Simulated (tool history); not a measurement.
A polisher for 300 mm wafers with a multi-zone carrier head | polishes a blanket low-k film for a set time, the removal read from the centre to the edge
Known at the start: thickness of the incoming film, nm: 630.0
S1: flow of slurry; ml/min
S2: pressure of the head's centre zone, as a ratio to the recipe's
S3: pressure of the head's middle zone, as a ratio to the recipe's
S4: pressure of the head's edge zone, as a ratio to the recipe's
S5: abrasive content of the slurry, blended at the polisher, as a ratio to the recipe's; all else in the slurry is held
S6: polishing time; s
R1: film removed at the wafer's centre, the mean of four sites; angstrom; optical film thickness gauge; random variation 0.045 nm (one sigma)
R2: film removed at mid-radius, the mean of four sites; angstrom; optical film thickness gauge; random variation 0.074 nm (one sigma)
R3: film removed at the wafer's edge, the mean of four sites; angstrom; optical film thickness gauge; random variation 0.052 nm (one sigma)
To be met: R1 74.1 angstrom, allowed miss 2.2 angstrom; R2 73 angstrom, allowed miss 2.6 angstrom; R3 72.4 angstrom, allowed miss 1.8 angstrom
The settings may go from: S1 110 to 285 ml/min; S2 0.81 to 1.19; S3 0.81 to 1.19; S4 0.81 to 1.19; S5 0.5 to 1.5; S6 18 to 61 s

run	hour	S1	S2	S3	S4	S5	S6	R1	R2	R3
1	0	180	1	1	1	1	39	132.29	129.8	132.63
2	3.7	180	1	1	0.95	1	39	132.46	133.15	130.62
3	7.4	180	0.94	1	0.95	1	39	124.23	136.22	130.81
4	13.6	175	0.95	0.98	0.93	0.9	36	109.68	111.4	111.75
5	21.4	175	0.95	0.98	0.93	0.75	36	97.181	100.51	98.727
6	26.5	175	1.03	0.98	0.93	0.75	36	104.72	100.56	98.487
7	30.5	170	1.01	0.97	0.91	0.7	35	93.709	91.176	90.678
8	39.1	165	1.01	0.96	0.89	0.65	35	89.037	87.337	84.989
9	47	155	1	0.94	0.87	0.65	35	87.327	83.525	83.158
10	48.1	150	0.99	0.94	0.86	0.65	35	86.71	83.372	83.029
11	53.1	145	0.98	0.94	0.85	0.6	35	78.774	77.672	77.011
12	54.1	140	0.98	0.94	0.84	0.6	35	78.988	77.798	76.509

Which of these 5 next moves meets every target?
A	55.1	145	1	0.96	0.9	0.65	30	?	?	?
B	55.1	110	1.03	0.99	0.82	0.6	33	?	?	?
C	55.1	150	0.88	1.03	0.83	0.55	36	?	?	?
D	55.1	195	1.01	1.11	0.81	0.6	30	?	?	?
E	55.1	155	1.01	0.97	0.81	0.55	38	?	?	?

move	R1	R2	R3
A	74.218	71.693	72.41
B	75.204	72.459	69.489
C	68.359	78.942	72.921
D	73.431	77.49	66.451
E	83.302	80.152	76.454
A: meets every target
B: takes the result that was furthest off past its target
C: brings the result that was furthest off to its target, and leaves another outside
D: takes the result that was furthest off past its target
E: further off than the last run
The right move is A.
